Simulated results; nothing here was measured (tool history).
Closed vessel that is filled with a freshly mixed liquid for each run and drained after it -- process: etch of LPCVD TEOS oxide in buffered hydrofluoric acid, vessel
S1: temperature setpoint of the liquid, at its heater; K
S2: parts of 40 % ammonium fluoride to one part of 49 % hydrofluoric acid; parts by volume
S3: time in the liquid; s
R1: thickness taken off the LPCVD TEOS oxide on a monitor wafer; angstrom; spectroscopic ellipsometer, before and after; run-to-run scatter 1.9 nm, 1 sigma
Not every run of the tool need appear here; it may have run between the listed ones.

{"run": 1, "day": 0.0, "S1": 294.15, "S2": 18.5, "S3": 100, "R1": 1232.2}
{"run": 2, "day": 0.212, "S1": 296.15, "S2": 18.5, "S3": 100, "R1": 1403.4}
{"run": 3, "day": 0.296, "S1": 299.65, "S2": 18.5, "S3": 100, "R1": 1685.1}
{"run": 4, "day": 0.554, "S1": 299.65, "S2": 22, "S3": 100, "R1": 1456.2}
{"run": 5, "day": 0.608, "S1": 299.65, "S2": 24, "S3": 100, "R1": 1366.4}
{"run": 6, "day": 0.879, "S1": 299.65, "S2": 29, "S3": 100, "R1": 1175.7}
{"run": 7, "day": 0.908, "S1": 300.15, "S2": 26.5, "S3": 100, "R1": 1312.8}

Run 8 is up next; what results do you expect?
{"run": 8, "day": 0.979, "S1": 300.65, "S2": 24.5, "S3": 100, "R1": "?"}

{"run 8": {"R1": 1434.6}}

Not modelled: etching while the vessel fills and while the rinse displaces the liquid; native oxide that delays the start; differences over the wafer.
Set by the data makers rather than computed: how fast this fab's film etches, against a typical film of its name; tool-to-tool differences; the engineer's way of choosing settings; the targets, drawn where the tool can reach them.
